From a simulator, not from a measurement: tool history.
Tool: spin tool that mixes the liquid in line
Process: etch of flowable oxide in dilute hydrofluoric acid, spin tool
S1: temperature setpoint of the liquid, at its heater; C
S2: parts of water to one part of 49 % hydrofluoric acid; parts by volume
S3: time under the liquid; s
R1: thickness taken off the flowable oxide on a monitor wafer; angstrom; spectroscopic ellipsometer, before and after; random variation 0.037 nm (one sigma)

| run | day | S1 | S2 | S3 | R1 |
|---|---|---|---|---|---|
| 1 | 0.000 | 24.0 | 300 | 80 | 96.056 |
| 2 | 0.088 | 22.5 | 325 | 80 | 82.035 |
| 3 | 0.375 | 22.5 | 260 | 80 | 109.940 |
| 4 | 0.562 | 22.5 | 260 | 80 | 109.670 |
| 5 | 0.588 | 20.0 | 260 | 80 | 101.660 |
| 6 | 0.717 | 20.0 | 260 | 80 | 98.770 |
| 7 | 0.854 | 19.5 | 290 | 80 | 86.403 |
| 8 | 0.946 | 17.0 | 410 | 80 | 50.173 |
| 9 | 1.254 | 17.0 | 415 | 80 | 49.792 |

Run 10 comes next. What will it give?
| 10 | 1.375 | 17.0 | 420 | 80 | ? |

Run 10 gave R1 48.645 angstrom.

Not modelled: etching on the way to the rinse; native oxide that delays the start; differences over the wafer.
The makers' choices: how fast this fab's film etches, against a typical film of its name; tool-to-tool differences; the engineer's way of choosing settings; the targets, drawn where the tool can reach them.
